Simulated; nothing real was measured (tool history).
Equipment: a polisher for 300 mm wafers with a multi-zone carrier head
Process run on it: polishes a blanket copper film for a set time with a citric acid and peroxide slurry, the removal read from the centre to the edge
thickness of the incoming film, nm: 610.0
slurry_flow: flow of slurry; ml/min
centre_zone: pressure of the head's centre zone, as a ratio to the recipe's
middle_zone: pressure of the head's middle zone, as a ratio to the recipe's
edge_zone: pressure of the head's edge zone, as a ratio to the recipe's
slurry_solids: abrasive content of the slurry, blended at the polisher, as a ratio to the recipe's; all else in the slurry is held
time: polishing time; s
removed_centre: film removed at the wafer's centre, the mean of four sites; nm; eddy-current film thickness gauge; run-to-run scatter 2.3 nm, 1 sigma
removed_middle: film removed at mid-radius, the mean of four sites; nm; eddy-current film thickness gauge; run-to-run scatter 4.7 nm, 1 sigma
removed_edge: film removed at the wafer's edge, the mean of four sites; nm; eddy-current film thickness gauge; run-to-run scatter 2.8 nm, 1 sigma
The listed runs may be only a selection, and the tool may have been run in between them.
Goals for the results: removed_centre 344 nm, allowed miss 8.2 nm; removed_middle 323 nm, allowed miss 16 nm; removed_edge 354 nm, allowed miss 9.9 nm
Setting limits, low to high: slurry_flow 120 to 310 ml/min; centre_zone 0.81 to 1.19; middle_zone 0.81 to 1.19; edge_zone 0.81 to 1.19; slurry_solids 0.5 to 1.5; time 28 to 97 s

run    day  slurry_flow  centre_zone  middle_zone  edge_zone  slurry_solids  time  removed_centre  removed_middle  removed_edge
  1      0          200            1            1          1              1    62          230.82           232.6        230.73
  2  0.367          205         1.01            1       1.03            1.1    65          256.74          251.16        254.55
  3  0.479          210         1.01            1       1.06            1.2    67          266.35          263.52        273.17
  4    0.7          215         1.02            1       1.08           1.25    68          281.69          273.33        278.88
  5  0.875          215         1.02            1       1.08           1.45    68          293.16          271.48        295.98
  6  1.117          220         1.02            1        1.1           1.45    70          304.47          294.85        303.14
  7  1.404          215         1.02         0.99       1.11           1.45    72          309.59          288.21        313.52
  8  1.479          215         1.02         0.99       1.11           1.45    72           310.6          295.39        313.32
  9  1.717          215         1.02         0.99       1.11           1.45    72           311.5          291.45        317.79

Next run, 4 choices. One meets every target within its allowed miss, the rest don't. Which?
  A  1.954          270         1.15         0.99       1.06            1.3    67               ?               ?             ?
  B  1.954          220         0.97         0.98       1.13           1.35    81               ?               ?             ?
  C  1.954          235         0.92         1.01       1.17            1.3    86               ?               ?             ?
  D  1.954          120         1.02         0.98       1.05           1.35    89               ?               ?             ?

move  removed_centre  removed_middle  removed_edge
   A          327.27          274.19        283.02
   B          328.66           324.9        348.95
   C          330.43          353.04        374.18
   D           343.5          326.37        348.57
A: lands further from the targets than the last run did
B: moves toward the targets from the last run without getting all of them in spec
C: moves toward the targets from the last run without getting all of them in spec
D: all results land within tolerance of their targets
Correct choice: D, which meets every target

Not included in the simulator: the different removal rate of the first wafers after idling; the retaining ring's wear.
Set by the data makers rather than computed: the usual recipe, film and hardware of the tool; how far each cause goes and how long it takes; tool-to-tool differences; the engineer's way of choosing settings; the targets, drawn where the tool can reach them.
